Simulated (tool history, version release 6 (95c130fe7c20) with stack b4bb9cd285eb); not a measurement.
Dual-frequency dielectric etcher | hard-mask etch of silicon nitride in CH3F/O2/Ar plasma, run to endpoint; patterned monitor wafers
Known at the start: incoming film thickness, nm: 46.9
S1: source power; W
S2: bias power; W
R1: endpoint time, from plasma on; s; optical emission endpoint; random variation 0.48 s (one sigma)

run 1 hour=0 | S1=370 S2=63 | R1=72.807
run 2 hour=3.1 | S1=380 S2=64 | R1=70.514
run 3 hour=10.7 | S1=340 S2=64 | R1=74.801
run 4 hour=12 | S1=360 S2=65 | R1=72.247
run 5 hour=18.4 | S1=370 S2=66 | R1=71.282
run 6 hour=19.1 | S1=380 S2=67 | R1=69.838

Run 7 comes next. What will it give?
run 7 hour=21.2 | S1=390 S2=67 | R1=?

R1: 69.694 s
